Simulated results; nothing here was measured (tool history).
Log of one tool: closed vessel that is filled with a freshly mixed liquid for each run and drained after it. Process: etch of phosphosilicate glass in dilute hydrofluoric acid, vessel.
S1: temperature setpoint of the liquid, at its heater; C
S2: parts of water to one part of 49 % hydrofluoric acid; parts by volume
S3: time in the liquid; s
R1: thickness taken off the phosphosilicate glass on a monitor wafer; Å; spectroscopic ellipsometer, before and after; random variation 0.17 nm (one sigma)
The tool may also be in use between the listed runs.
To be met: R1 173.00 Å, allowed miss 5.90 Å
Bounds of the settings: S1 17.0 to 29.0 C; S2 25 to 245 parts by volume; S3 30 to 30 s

run,day,S1,S2,S3,R1
1,0.000,21.0,135,30,132.29
2,0.371,21.0,135,30,131.76
3,0.500,22.5,135,30,139.94
4,0.575,22.5,150,30,126.38
5,0.938,24.0,150,30,130.00
6,1.158,25.0,145,30,143.01
7,1.192,26.0,145,30,146.89
8,1.483,26.5,145,30,150.45
9,1.738,27.0,145,30,152.86
10,2.008,27.5,145,30,156.95
11,2.208,27.5,145,30,157.74
12,2.533,28.0,145,30,160.30
13,2.825,28.5,145,30,164.18
14,3.075,29.0,145,30,165.00

Which of these 4 next moves meets every target?
A,3.325,29.0,150,30,?
B,3.325,28.5,160,30,?
C,3.325,25.0,140,30,?
D,3.325,28.0,135,30,?

move,R1
A,157.92
B,143.56
C,147.61
D,172.42
A: further off than the last run
B: further off than the last run
C: further off than the last run
D: meets every target
The right move is D.

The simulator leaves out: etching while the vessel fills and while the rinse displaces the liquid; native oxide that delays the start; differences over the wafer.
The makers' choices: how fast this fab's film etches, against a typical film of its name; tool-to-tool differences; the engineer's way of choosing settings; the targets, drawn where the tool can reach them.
